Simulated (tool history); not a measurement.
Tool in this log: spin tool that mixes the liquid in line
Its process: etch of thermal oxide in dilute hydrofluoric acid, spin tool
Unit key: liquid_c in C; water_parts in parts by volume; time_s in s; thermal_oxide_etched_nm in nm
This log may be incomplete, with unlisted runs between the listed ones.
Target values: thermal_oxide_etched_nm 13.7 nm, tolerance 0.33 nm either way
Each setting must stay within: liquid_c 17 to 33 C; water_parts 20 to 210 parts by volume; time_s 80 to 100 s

run	hour	liquid_c	water_parts	time_s	thermal_oxide_etched_nm
1	0	25	115	100	4.8998
2	4.5	25	70	100	8.4711
3	5.2	25	110	100	5.0686
4	8.3	23	110	100	4.7314
5	9.3	23	110	80	3.7846
6	14.9	26	95	80	5.033
7	22.2	27.5	75	80	6.9036
8	22.7	29	60	80	9.3998
9	25.3	30	55	80	10.748
10	33.4	31	55	80	11.172
11	34.9	31.5	50	80	12.554

Pick the move, out of 5, that brings all results within their allowed miss; only one does.
A	36.4	30.5	55	80	?
B	36.4	32	55	80	?
C	36.4	31.5	60	90	?
D	36.4	30	50	100	?
E	36.4	32	55	95	?

move	thermal_oxide_etched_nm
A	10.863
B	11.512
C	11.554
D	14.761
E	13.67
A: its largest miss is bigger than the last run's
B: its largest miss is bigger than the last run's
C: its largest miss is bigger than the last run's
D: pushes the last run's worst result past its target
E: every result within its allowed miss
So the answer is move E, the one that meets all the targets.

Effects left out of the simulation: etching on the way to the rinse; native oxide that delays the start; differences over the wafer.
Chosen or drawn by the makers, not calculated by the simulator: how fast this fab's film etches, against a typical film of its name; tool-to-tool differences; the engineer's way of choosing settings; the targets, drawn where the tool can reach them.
